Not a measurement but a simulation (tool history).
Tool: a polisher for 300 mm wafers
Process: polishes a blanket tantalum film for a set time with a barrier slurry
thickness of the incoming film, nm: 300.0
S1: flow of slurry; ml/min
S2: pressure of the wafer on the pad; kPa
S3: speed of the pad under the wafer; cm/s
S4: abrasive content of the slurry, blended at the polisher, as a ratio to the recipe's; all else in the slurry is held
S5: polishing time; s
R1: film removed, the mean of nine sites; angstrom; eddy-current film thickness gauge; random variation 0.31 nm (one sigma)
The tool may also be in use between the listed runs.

Run 1, hour 0.0: S1 150 ml/min, S2 8.3 kPa, S3 128 cm/s, S4 1.0, S5 37 s. Result: R1 535.35 angstrom.
Run 2, hour 4.5: S1 145 ml/min, S2 7.6 kPa, S3 128 cm/s, S4 1.0, S5 37 s. Result: R1 497.51 angstrom.
Run 3, hour 13.5: S1 145 ml/min, S2 6.9 kPa, S3 128 cm/s, S4 1.0, S5 37 s. Result: R1 456.33 angstrom.
Run 4, hour 14.5: S1 140 ml/min, S2 6.2 kPa, S3 128 cm/s, S4 1.0, S5 37 s. Result: R1 406.03 angstrom.
Run 5, hour 22.9: S1 140 ml/min, S2 6.2 kPa, S3 128 cm/s, S4 1.0, S5 37 s. Result: R1 403.71 angstrom.
Run 6, hour 26.4: S1 140 ml/min, S2 6.2 kPa, S3 128 cm/s, S4 1.0, S5 37 s. Result: R1 404.16 angstrom.
Run 7, hour 27.7: S1 135 ml/min, S2 6.2 kPa, S3 128 cm/s, S4 1.0, S5 37 s. Result: R1 402.23 angstrom.
Run 8, hour 30.2: S1 130 ml/min, S2 6.2 kPa, S3 128 cm/s, S4 1.0, S5 37 s. Result: R1 397.88 angstrom.
Run 9, hour 32.4: S1 125 ml/min, S2 6.2 kPa, S3 128 cm/s, S4 1.0, S5 37 s. Result: R1 396.64 angstrom.
Run 10, hour 39.6: S1 120 ml/min, S2 6.2 kPa, S3 128 cm/s, S4 1.0, S5 37 s. Result: R1 397.97 angstrom.

The next listed run, before its measurement:
Run 11, hour 42.8: S1 115 ml/min, S2 6.2 kPa, S3 128 cm/s, S4 1.0, S5 37 s. Result: R1 ?.

Run 11 gave R1 394.48 angstrom.

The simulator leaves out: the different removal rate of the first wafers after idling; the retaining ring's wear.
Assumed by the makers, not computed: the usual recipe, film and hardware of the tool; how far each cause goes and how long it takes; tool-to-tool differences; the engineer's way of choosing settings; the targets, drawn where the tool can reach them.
